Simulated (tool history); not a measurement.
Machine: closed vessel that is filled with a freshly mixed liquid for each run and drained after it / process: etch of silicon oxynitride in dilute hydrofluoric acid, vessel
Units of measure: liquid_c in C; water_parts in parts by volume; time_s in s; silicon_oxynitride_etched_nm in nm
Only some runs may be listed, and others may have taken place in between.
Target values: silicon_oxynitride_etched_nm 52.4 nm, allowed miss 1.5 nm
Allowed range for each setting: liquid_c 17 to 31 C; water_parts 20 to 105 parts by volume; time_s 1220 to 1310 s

Run 1, hour 0: liquid_c 23 C, water_parts 55 parts by volume, time_s 1220 s. Result: silicon_oxynitride_etched_nm 85.988 nm.
Run 2, hour 8.8: liquid_c 21.5 C, water_parts 60 parts by volume, time_s 1220 s. Result: silicon_oxynitride_etched_nm 71.853 nm.
Run 3, hour 16.7: liquid_c 21.5 C, water_parts 60 parts by volume, time_s 1310 s. Result: silicon_oxynitride_etched_nm 77.309 nm.
Run 4, hour 21.3: liquid_c 21.5 C, water_parts 60 parts by volume, time_s 1220 s. Result: silicon_oxynitride_etched_nm 73.348 nm.
Run 5, hour 22.9: liquid_c 21.5 C, water_parts 60 parts by volume, time_s 1220 s. Result: silicon_oxynitride_etched_nm 71.885 nm.
Run 6, hour 24: liquid_c 20.5 C, water_parts 60 parts by volume, time_s 1220 s. Result: silicon_oxynitride_etched_nm 68.303 nm.
Run 7, hour 25.7: liquid_c 19.5 C, water_parts 60 parts by volume, time_s 1220 s. Result: silicon_oxynitride_etched_nm 66.119 nm.
Run 8, hour 34: liquid_c 19 C, water_parts 60 parts by volume, time_s 1220 s. Result: silicon_oxynitride_etched_nm 65.227 nm.
Run 9, hour 42: liquid_c 18.5 C, water_parts 60 parts by volume, time_s 1220 s. Result: silicon_oxynitride_etched_nm 62.202 nm.
Run 10, hour 44.7: liquid_c 18 C, water_parts 60 parts by volume, time_s 1220 s. Result: silicon_oxynitride_etched_nm 61.383 nm.
Run 11, hour 52.6: liquid_c 17.5 C, water_parts 60 parts by volume, time_s 1220 s. Result: silicon_oxynitride_etched_nm 58.953 nm.

Which one of the following 5 next-run settings gets every result inside its allowed miss? There is exactly one.
Run A, hour 60.5: liquid_c 17 C, water_parts 70 parts by volume, time_s 1220 s. Result: silicon_oxynitride_etched_nm ?.
Run B, hour 60.5: liquid_c 17 C, water_parts 75 parts by volume, time_s 1260 s. Result: silicon_oxynitride_etched_nm ?.
Run C, hour 60.5: liquid_c 18 C, water_parts 60 parts by volume, time_s 1310 s. Result: silicon_oxynitride_etched_nm ?.
Run D, hour 60.5: liquid_c 17.5 C, water_parts 70 parts by volume, time_s 1250 s. Result: silicon_oxynitride_etched_nm ?.
Run E, hour 60.5: liquid_c 22.5 C, water_parts 65 parts by volume, time_s 1235 s. Result: silicon_oxynitride_etched_nm ?.

move  silicon_oxynitride_etched_nm
   A                        49.675
   B                        47.728
   C                        65.908
   D                        52.207
   E                        71.518
A: carries the result that was furthest off beyond its target, to the other side
B: carries the result that was furthest off beyond its target, to the other side
C: misses by more than the last run did
D: all results land within tolerance of their targets
E: misses by more than the last run did
Go with D: it meets all targets.

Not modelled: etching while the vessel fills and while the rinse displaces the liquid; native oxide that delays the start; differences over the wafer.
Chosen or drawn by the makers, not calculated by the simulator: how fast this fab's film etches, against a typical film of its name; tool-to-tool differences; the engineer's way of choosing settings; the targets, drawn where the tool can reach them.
